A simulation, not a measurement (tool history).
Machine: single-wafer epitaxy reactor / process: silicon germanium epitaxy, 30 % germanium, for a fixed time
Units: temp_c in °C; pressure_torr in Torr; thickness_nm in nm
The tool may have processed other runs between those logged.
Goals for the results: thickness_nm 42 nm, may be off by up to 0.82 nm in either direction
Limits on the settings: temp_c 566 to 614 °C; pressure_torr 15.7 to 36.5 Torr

run	hour	temp_c	pressure_torr	thickness_nm
1	0	590	26.1	53.967
2	2.5	587	26	50.173
3	7.5	587	21.9	47.809
4	16.3	587	26	50.335
5	22.7	592	26	56.09
6	25.8	589	25.9	52.329
7	27.1	587	25.8	50.304
8	28.7	576	25.5	39.158
9	30.4	577	25.5	40.205
10	32.5	578	25.5	41.036

Which single option among these 5 for the next run brings every result within its allowed miss of target? Just one does.
A	34.6	578	23.4	?
B	34.6	577	25.3	?
C	34.6	576	26.3	?
D	34.6	573	30.9	?
E	34.6	580	24.4	?

move	thickness_nm
A	40.315
B	40.426
C	40.039
D	39.489
E	42.685
A: moves away from the targets compared with the last run
B: moves away from the targets compared with the last run
C: moves away from the targets compared with the last run
D: moves away from the targets compared with the last run
E: all results in spec
The move that meets every target is E.

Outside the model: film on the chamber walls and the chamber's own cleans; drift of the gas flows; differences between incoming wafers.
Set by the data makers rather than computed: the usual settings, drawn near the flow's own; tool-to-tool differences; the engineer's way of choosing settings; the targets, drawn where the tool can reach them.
